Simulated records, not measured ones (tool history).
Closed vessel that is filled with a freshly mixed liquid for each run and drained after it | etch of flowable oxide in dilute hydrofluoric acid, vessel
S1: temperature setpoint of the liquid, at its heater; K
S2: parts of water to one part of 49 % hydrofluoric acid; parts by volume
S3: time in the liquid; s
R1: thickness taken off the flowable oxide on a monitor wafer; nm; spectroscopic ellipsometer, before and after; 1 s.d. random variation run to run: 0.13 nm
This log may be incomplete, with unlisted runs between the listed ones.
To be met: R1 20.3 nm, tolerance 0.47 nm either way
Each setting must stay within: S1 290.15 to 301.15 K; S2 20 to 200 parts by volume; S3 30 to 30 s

Run 1, day 0: S1 293.15 K, S2 110 parts by volume, S3 30 s. Result: R1 12.027 nm.
Run 2, day 0.312: S1 295.65 K, S2 105 parts by volume, S3 30 s. Result: R1 13.769 nm.
Run 3, day 0.392: S1 295.65 K, S2 125 parts by volume, S3 30 s. Result: R1 11.269 nm.
Run 4, day 0.771: S1 293.15 K, S2 125 parts by volume, S3 30 s. Result: R1 10.298 nm.
Run 5, day 0.95: S1 293.15 K, S2 125 parts by volume, S3 30 s. Result: R1 10.272 nm.
Run 6, day 1.275: S1 295.65 K, S2 115 parts by volume, S3 30 s. Result: R1 12.445 nm.
Run 7, day 1.517: S1 297.15 K, S2 105 parts by volume, S3 30 s. Result: R1 14.791 nm.
Run 8, day 1.654: S1 298.15 K, S2 100 parts by volume, S3 30 s. Result: R1 16.26 nm.
Run 9, day 1.867: S1 299.15 K, S2 95 parts by volume, S3 30 s. Result: R1 17.853 nm.
Run 10, day 2.112: S1 299.65 K, S2 95 parts by volume, S3 30 s. Result: R1 18.278 nm.
Run 11, day 2.221: S1 300.15 K, S2 95 parts by volume, S3 30 s. Result: R1 18.436 nm.
Run 12, day 2.304: S1 300.65 K, S2 95 parts by volume, S3 30 s. Result: R1 18.875 nm.

Which one of the following 4 next-run settings gets every result inside its allowed miss? There is exactly one.
Run A, day 2.388: S1 296.15 K, S2 80 parts by volume, S3 30 s. Result: R1 ?.
Run B, day 2.388: S1 300.65 K, S2 85 parts by volume, S3 30 s. Result: R1 ?.
Run C, day 2.388: S1 301.15 K, S2 90 parts by volume, S3 30 s. Result: R1 ?.
Run D, day 2.388: S1 300.65 K, S2 100 parts by volume, S3 30 s. Result: R1 ?.

move      R1
   A  19.155
   B  21.414
   C  20.479
   D  17.837
A: moves toward the targets from the last run without getting all of them in spec
B: takes the biggest miss from the last run beyond its target
C: all results land within tolerance of their targets
D: misses by more than the last run did
Move C is the one to make.

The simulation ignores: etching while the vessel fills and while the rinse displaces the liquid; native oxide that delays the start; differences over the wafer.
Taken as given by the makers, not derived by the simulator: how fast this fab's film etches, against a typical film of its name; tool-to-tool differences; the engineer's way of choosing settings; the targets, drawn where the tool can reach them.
